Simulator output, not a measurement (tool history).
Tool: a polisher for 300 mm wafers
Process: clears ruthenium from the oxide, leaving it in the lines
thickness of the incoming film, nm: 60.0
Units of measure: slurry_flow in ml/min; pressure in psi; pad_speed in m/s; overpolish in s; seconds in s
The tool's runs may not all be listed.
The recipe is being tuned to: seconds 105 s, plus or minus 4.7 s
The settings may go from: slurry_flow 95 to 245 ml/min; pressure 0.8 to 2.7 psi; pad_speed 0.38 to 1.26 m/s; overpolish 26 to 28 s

{"run": 1, "hour": 0.0, "slurry_flow": 155, "pressure": 1.7, "pad_speed": 0.82, "overpolish": 26, "seconds": 79.568}
{"run": 2, "hour": 5.1, "slurry_flow": 150, "pressure": 1.4, "pad_speed": 0.82, "overpolish": 26, "seconds": 94.202}
{"run": 3, "hour": 13.9, "slurry_flow": 125, "pressure": 1.4, "pad_speed": 0.82, "overpolish": 26, "seconds": 96.987}
{"run": 4, "hour": 20.3, "slurry_flow": 125, "pressure": 1.6, "pad_speed": 0.82, "overpolish": 26, "seconds": 83.015}
{"run": 5, "hour": 25.8, "slurry_flow": 125, "pressure": 1.6, "pad_speed": 0.96, "overpolish": 26, "seconds": 72.465}
{"run": 6, "hour": 32.8, "slurry_flow": 125, "pressure": 1.5, "pad_speed": 0.96, "overpolish": 26, "seconds": 76.633}
{"run": 7, "hour": 37.7, "slurry_flow": 125, "pressure": 1.4, "pad_speed": 0.96, "overpolish": 26, "seconds": 82.847}
{"run": 8, "hour": 41.9, "slurry_flow": 125, "pressure": 1.2, "pad_speed": 0.96, "overpolish": 26, "seconds": 95.893}

Exercise: of the 4 proposed moves below, exactly one satisfies all targets within the stated allowed misses. Which move is it?
{"run": "A", "hour": 46.1, "slurry_flow": 155, "pressure": 1.2, "pad_speed": 0.94, "overpolish": 28, "seconds": "?"}
{"run": "B", "hour": 46.1, "slurry_flow": 95, "pressure": 1.3, "pad_speed": 0.96, "overpolish": 26, "seconds": "?"}
{"run": "C", "hour": 46.1, "slurry_flow": 95, "pressure": 1.5, "pad_speed": 0.82, "overpolish": 26, "seconds": "?"}
{"run": "D", "hour": 46.1, "slurry_flow": 130, "pressure": 1.2, "pad_speed": 0.86, "overpolish": 26, "seconds": "?"}

move=A seconds=95.213
move=B seconds=93.761
move=C seconds=94.97
move=D seconds=106.47
A: moves away from the targets compared with the last run
B: moves away from the targets compared with the last run
C: moves away from the targets compared with the last run
D: hits every target within its allowed miss
Correct choice: D, which meets every target
